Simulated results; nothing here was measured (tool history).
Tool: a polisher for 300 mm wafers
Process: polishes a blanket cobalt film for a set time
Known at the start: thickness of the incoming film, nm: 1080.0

| run | day | flow of slurry (ml/min) | pressure of the wafer on the pad (kPa) | speed of the pad under the wafer (cm/s) | polishing time (s) | film removed (angstrom) |
|---|---|---|---|---|---|---|
| 1 | 0.000 | 255 | 17.2 | 76 | 62 | 3212.4 |
| 2 | 0.171 | 255 | 17.9 | 76 | 62 | 3222.3 |
| 3 | 0.462 | 255 | 18.6 | 76 | 62 | 3373.8 |
| 4 | 0.792 | 200 | 18.6 | 76 | 62 | 3307.3 |
| 5 | 0.996 | 205 | 19.3 | 76 | 62 | 3409.1 |
| 6 | 1.317 | 205 | 19.3 | 76 | 62 | 3393.2 |
| 7 | 1.600 | 210 | 20.0 | 76 | 62 | 3512.9 |
| 8 | 1.954 | 215 | 20.7 | 76 | 62 | 3574.5 |
| 9 | 2.146 | 215 | 25.5 | 76 | 62 | 4179.9 |

The next listed run, before its measurement:
| 10 | 2.304 | 215 | 26.2 | 78 | 62 | ? |

{"run 10": {"film removed (angstrom)": 4295.1}}
